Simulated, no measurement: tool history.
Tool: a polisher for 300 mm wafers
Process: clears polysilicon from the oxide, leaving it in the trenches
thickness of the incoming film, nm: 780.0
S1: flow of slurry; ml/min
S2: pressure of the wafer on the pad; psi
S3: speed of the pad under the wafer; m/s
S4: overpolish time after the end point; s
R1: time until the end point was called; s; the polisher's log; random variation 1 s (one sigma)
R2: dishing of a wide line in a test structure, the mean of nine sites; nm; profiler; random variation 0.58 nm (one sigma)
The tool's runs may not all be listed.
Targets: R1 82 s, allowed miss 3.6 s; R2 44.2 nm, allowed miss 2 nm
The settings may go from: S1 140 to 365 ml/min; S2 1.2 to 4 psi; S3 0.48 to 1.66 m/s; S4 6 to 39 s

{"run": 1, "day": 0.0, "S1": 235, "S2": 2.6, "S3": 1.06, "S4": 20, "R1": 57.164, "R2": 45.066}
{"run": 2, "day": 0.154, "S1": 235, "S2": 2.6, "S3": 1.06, "S4": 15, "R1": 58.149, "R2": 44.938}
{"run": 3, "day": 0.504, "S1": 290, "S2": 2.6, "S3": 1.06, "S4": 15, "R1": 54.678, "R2": 44.096}
{"run": 4, "day": 0.625, "S1": 280, "S2": 2.3, "S3": 1.06, "S4": 15, "R1": 60.945, "R2": 44.199}
{"run": 5, "day": 0.833, "S1": 280, "S2": 2.3, "S3": 1.06, "S4": 11, "R1": 61.773, "R2": 41.715}
{"run": 6, "day": 0.888, "S1": 280, "S2": 2.6, "S3": 1.06, "S4": 11, "R1": 55.23, "R2": 42.649}
{"run": 7, "day": 0.979, "S1": 265, "S2": 2.3, "S3": 1.06, "S4": 13, "R1": 62.385, "R2": 42.572}
{"run": 8, "day": 1.271, "S1": 255, "S2": 2.1, "S3": 1.04, "S4": 16, "R1": 70.319, "R2": 42.871}
{"run": 9, "day": 1.471, "S1": 240, "S2": 2, "S3": 1.04, "S4": 18, "R1": 73.213, "R2": 44.384}
{"run": 10, "day": 1.792, "S1": 240, "S2": 2, "S3": 1.04, "S4": 18, "R1": 73.044, "R2": 43.315}
{"run": 11, "day": 2.021, "S1": 230, "S2": 1.9, "S3": 1.04, "S4": 20, "R1": 78.185, "R2": 43.201}

Which of these 5 next moves meets every target?
{"run": "A", "day": 2.25, "S1": 230, "S2": 2.1, "S3": 1.06, "S4": 17, "R1": "?", "R2": "?"}
{"run": "B", "day": 2.25, "S1": 315, "S2": 1.2, "S3": 1.66, "S4": 20, "R1": "?", "R2": "?"}
{"run": "C", "day": 2.25, "S1": 155, "S2": 2.6, "S3": 0.78, "S4": 32, "R1": "?", "R2": "?"}
{"run": "D", "day": 2.25, "S1": 240, "S2": 2, "S3": 1.08, "S4": 19, "R1": "?", "R2": "?"}
{"run": "E", "day": 2.25, "S1": 245, "S2": 2, "S3": 1.06, "S4": 20, "R1": "?", "R2": "?"}

move=A R1=71.445 R2=44.757
move=B R1=76.037 R2=45.1
move=C R1=82.89 R2=45.701
move=D R1=73.164 R2=45.062
move=E R1=74.328 R2=45.164
A: further off than the last run
B: further off than the last run
C: meets every target
D: further off than the last run
E: further off than the last run
The right move is C.
